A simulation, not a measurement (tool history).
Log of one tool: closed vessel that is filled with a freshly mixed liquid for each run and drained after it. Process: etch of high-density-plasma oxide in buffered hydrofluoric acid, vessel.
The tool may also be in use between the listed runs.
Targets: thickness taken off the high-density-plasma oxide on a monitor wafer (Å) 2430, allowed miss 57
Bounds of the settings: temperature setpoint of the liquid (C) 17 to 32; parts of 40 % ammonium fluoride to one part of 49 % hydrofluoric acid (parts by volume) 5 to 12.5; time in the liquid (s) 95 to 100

run,day,temperature setpoint of the liquid (C),parts of 40 % ammonium fluoride to one part of 49 % hydrofluoric acid (parts by volume),time in the liquid (s),thickness taken off the high-density-plasma oxide on a monitor wafer (Å)
1,0,25,7.5,95,1790
2,0.371,25,9,95,1461
3,0.733,25,10,95,1394.5
4,0.85,25,10,95,1386
# day 0.925: thermometer replaced
5,0.925,27,10,95,1373.6
6,1.042,27,9,95,1458.3
7,1.262,26,8,95,1562.1
8,1.517,26,8,95,1558.4
9,1.875,24,7.5,95,1511.8
10,1.954,25.5,7,95,1751.4
11,2.183,26.5,6.5,95,2019.3
12,2.35,27.5,6.5,95,2090.1
13,2.546,27.5,6.5,95,2078.9
14,2.7,28,6.5,95,2179.5

Which of these 4 next moves meets every target?
A,2.854,29,5.5,95,?
B,2.854,31.5,7,95,?
C,2.854,27,5,95,?
D,2.854,29,6,100,?

move,thickness taken off the high-density-plasma oxide on a monitor wafer (Å)
A,2631.8
B,2438.5
C,2565.5
D,2573.8
A: takes the result that was furthest off past its target
B: meets every target
C: takes the result that was furthest off past its target
D: takes the result that was furthest off past its target
Move B is the one to make.
